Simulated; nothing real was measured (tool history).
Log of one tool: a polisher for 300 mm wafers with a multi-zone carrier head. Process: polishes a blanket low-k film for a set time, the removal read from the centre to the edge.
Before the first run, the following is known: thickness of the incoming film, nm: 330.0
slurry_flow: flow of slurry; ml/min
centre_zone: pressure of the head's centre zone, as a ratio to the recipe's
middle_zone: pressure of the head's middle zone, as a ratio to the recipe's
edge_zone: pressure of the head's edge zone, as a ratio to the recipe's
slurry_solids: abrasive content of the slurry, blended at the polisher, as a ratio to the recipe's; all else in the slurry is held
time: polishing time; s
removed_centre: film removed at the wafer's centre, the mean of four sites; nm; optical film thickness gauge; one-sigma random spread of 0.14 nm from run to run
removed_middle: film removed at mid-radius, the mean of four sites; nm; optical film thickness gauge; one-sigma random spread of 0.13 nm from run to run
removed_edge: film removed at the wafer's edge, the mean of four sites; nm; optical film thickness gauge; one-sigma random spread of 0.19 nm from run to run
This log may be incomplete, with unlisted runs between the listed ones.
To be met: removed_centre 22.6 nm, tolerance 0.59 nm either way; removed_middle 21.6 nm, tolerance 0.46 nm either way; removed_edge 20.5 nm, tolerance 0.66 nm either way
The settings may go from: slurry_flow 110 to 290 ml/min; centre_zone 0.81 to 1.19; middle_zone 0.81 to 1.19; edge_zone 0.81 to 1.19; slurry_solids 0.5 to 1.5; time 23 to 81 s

run  hour  slurry_flow  centre_zone  middle_zone  edge_zone  slurry_solids  time  removed_centre  removed_middle  removed_edge
  1     0          185            1            1          1              1    52          17.212          17.684         17.84
  2   1.9          195         1.02         1.01       1.01              1    52          17.622           17.83        17.732
  3   6.9          195         1.02         1.01       1.01           0.85    52          16.139          16.431        16.076
  4  10.6          195         1.02         1.01       1.01              1    52          17.808          17.942         17.88
  5  11.5          180         1.02         1.01       1.01              1    52          17.561          17.735        17.866
  6    15          180         1.04         1.03       1.02              1    52          17.763          17.903        17.775
  7  23.1          185         1.05         1.04       1.03              1    52          17.918          18.109        17.825
  8    25          235         1.15         1.14       1.13           1.15    52          21.883          21.632        20.636
     28.9  -- worn pad replaced by a new one
  9  28.9          240         1.17         1.14       1.12           1.15    52          24.241          23.571         22.02
 10  34.6          235         1.17         1.14       1.12           1.15    52          24.564          23.635        22.164

4 next moves are on the table. One of them brings every result within its allowed miss. Which?
  A  40.3          265         1.03         1.15       1.11           1.25    54               ?               ?             ?
  B  40.3          260         1.17         1.12       1.11           1.45    43               ?               ?             ?
  C  40.3          210         1.19         1.03       1.19           1.05    53               ?               ?             ?
  D  40.3          200         1.19          1.1       1.16            1.1    49               ?               ?             ?

move  removed_centre  removed_middle  removed_edge
   A          23.706          25.959         24.62
   B          22.796          21.488        20.849
   C          24.037          20.906        22.518
   D          22.622          20.733        20.969
A: further off than the last run
B: in spec on every target
C: pushes the last run's worst result past its target
D: pushes the last run's worst result past its target
B meets every target.
